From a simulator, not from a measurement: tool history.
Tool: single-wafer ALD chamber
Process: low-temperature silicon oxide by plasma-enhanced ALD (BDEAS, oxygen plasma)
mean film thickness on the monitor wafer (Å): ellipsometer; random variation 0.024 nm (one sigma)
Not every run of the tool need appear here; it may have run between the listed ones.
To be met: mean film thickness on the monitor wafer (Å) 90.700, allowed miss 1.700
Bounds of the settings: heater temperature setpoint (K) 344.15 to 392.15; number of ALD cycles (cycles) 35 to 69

| run | hour | heater temperature setpoint (K) | number of ALD cycles (cycles) | mean film thickness on the monitor wafer (Å) |
|---|---|---|---|---|
| 1 | 0.0 | 368.15 | 52 | 68.808 |
| 2 | 4.1 | 365.15 | 54 | 72.370 |
| 3 | 7.7 | 363.15 | 56 | 76.157 |
| 4 | 11.4 | 361.15 | 57 | 77.766 |
| 5 | 19.6 | 359.15 | 58 | 79.610 |
| 6 | 23.1 | 358.15 | 59 | 81.604 |
| 7 | 25.0 | 357.15 | 60 | 83.056 |
| 8 | 28.6 | 357.15 | 60 | 82.899 |

Below are 5 possible settings for the next run. Only one of them brings all results inside the allowed miss of their targets. Which is it?
| A | 32.2 | 363.15 | 56 | ? |
| B | 32.2 | 364.15 | 58 | ? |
| C | 32.2 | 358.15 | 63 | ? |
| D | 32.2 | 352.15 | 53 | ? |
| E | 32.2 | 356.15 | 65 | ? |

| move | mean film thickness on the monitor wafer (Å) |
|---|---|
| A | 76.250 |
| B | 78.671 |
| C | 87.424 |
| D | 75.205 |
| E | 90.877 |
A: lands further from the targets than the last run did
B: lands further from the targets than the last run did
C: nearer the targets than the last run, but a result is still out of spec
D: lands further from the targets than the last run did
E: all results land within tolerance of their targets
Correct choice: E, which meets every target

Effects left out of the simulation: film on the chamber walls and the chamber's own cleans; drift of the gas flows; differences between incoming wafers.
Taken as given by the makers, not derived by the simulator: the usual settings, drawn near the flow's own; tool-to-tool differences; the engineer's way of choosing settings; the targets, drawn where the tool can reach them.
